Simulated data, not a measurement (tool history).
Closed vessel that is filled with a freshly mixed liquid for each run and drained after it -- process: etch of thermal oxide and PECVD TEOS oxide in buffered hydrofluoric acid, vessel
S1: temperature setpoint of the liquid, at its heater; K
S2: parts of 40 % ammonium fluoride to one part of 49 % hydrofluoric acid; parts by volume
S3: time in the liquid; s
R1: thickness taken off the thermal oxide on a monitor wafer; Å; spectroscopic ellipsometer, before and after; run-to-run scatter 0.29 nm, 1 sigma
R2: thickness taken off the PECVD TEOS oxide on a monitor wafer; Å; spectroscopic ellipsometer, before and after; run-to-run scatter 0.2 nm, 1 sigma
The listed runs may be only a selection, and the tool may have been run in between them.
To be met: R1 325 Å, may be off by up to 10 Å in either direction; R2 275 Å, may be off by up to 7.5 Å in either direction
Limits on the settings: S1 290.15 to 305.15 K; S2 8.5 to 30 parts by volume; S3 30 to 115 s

run	hour	S1	S2	S3	R1	R2
1	0	297.15	23.5	60	359.31	310.33
2	3.5	297.15	23.5	50	302.12	256.99
3	12.3	297.15	29	50	264.85	222.91
4	19.9	297.15	29	30	156.24	132.04
5	26.4	298.65	27.5	30	176.89	151.57
6	33.1	299.65	25.5	30	197.67	168.76
7	35.2	300.65	24	30	217.4	185.49
8	43.9	301.15	23	30	230.59	196.41
9	48.2	301.65	22	30	247.27	207.88
10	52.6	302.15	21.5	30	256.22	215.24
11	61.4	302.65	21	30	267.41	224.34
12	65.2	305.15	18.5	30	330.72	284.63
13	71.8	304.65	18	30	345.26	285.79
14	75.6	304.65	21	30	292.83	250.27
15	79.3	304.65	20.5	30	295.76	256.58
16	81.2	304.65	20	30	301.5	258.12
17	84.7	304.65	19.5	30	311.36	264.44

Which one of the following 5 next-run settings gets every result inside its allowed miss? There is exactly one.
A	88.2	305.15	22	35	?	?
B	88.2	303.65	25	35	?	?
C	88.2	305.15	21	30	?	?
D	88.2	305.15	27	40	?	?
E	88.2	304.65	23	35	?	?

move	R1	R2
A	337.03	286.54
B	285.49	242.73
C	298.19	253.52
D	335.09	284.9
E	318.53	270.81
A: the result that was furthest off in the last run now lies on the other side of its target
B: misses by more than the last run did
C: misses by more than the last run did
D: the result that was furthest off in the last run now lies on the other side of its target
E: all results in spec
The move that meets every target is E.
